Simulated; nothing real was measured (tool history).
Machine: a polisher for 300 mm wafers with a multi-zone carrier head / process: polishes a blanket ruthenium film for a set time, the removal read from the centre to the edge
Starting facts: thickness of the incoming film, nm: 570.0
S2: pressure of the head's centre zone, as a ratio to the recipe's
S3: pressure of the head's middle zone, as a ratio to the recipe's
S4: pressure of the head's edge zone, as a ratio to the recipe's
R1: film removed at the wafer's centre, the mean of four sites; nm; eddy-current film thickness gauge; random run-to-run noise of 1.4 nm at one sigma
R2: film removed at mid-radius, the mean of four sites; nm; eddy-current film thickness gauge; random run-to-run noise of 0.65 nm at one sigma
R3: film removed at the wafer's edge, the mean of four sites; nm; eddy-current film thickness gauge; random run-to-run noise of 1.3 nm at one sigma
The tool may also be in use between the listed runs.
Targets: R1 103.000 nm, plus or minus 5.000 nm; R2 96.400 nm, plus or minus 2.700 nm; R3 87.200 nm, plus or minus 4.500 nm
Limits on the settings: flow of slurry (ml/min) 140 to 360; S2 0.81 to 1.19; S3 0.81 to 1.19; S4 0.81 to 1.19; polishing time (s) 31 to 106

Run 1, day 0.000: flow of slurry (ml/min) 230, S2 1.00, S3 1.00, S4 1.00, polishing time (s) 68. Result: R1 65.537 nm, R2 64.682 nm, R3 64.959 nm.
Run 2, day 0.075: flow of slurry (ml/min) 230, S2 1.04, S3 1.00, S4 1.00, polishing time (s) 68. Result: R1 65.860 nm, R2 65.032 nm, R3 65.501 nm.
Run 3, day 0.175: flow of slurry (ml/min) 255, S2 1.09, S3 1.01, S4 0.95, polishing time (s) 75. Result: R1 77.556 nm, R2 73.596 nm, R3 70.637 nm.
Run 4, day 0.358: flow of slurry (ml/min) 255, S2 1.12, S3 1.01, S4 0.95, polishing time (s) 75. Result: R1 80.962 nm, R2 73.095 nm, R3 70.558 nm.
Run 5, day 0.579: flow of slurry (ml/min) 255, S2 1.12, S3 0.98, S4 0.95, polishing time (s) 75. Result: R1 80.436 nm, R2 70.812 nm, R3 69.394 nm.
Run 6, day 0.783: flow of slurry (ml/min) 270, S2 1.14, S3 1.02, S4 0.96, polishing time (s) 79. Result: R1 87.348 nm, R2 78.480 nm, R3 74.687 nm.
Run 7, day 0.817: flow of slurry (ml/min) 275, S2 1.15, S3 1.05, S4 0.98, polishing time (s) 82. Result: R1 87.713 nm, R2 84.357 nm, R3 77.648 nm.
Run 8, day 0.992: flow of slurry (ml/min) 275, S2 1.16, S3 1.05, S4 0.97, polishing time (s) 85. Result: R1 94.597 nm, R2 86.533 nm, R3 79.974 nm.
Run 9, day 1.192: flow of slurry (ml/min) 280, S2 1.16, S3 1.06, S4 0.97, polishing time (s) 87. Result: R1 99.246 nm, R2 89.468 nm, R3 83.111 nm.
Run 10, day 1.538: flow of slurry (ml/min) 285, S2 1.16, S3 1.07, S4 0.97, polishing time (s) 88. Result: R1 99.725 nm, R2 90.890 nm, R3 84.885 nm.

Which of these 4 next moves meets every target?
Run A, day 1.883: flow of slurry (ml/min) 280, S2 1.14, S3 1.06, S4 0.92, polishing time (s) 95. Result: R1 ?, R2 ?, R3 ?.
Run B, day 1.883: flow of slurry (ml/min) 295, S2 1.06, S3 0.98, S4 1.01, polishing time (s) 87. Result: R1 ?, R2 ?, R3 ?.
Run C, day 1.883: flow of slurry (ml/min) 265, S2 1.13, S3 0.97, S4 0.96, polishing time (s) 92. Result: R1 ?, R2 ?, R3 ?.
Run D, day 1.883: flow of slurry (ml/min) 295, S2 1.17, S3 1.06, S4 0.85, polishing time (s) 87. Result: R1 ?, R2 ?, R3 ?.

move       R1      R2      R3
   A  103.620  96.310  88.142
   B   88.569  82.916  84.745
   C   98.871  86.112  86.869
   D   97.881  88.582  78.122
A: hits every target within its allowed miss
B: lands further from the targets than the last run did
C: lands further from the targets than the last run did
D: lands further from the targets than the last run did
Go with A: it meets all targets.
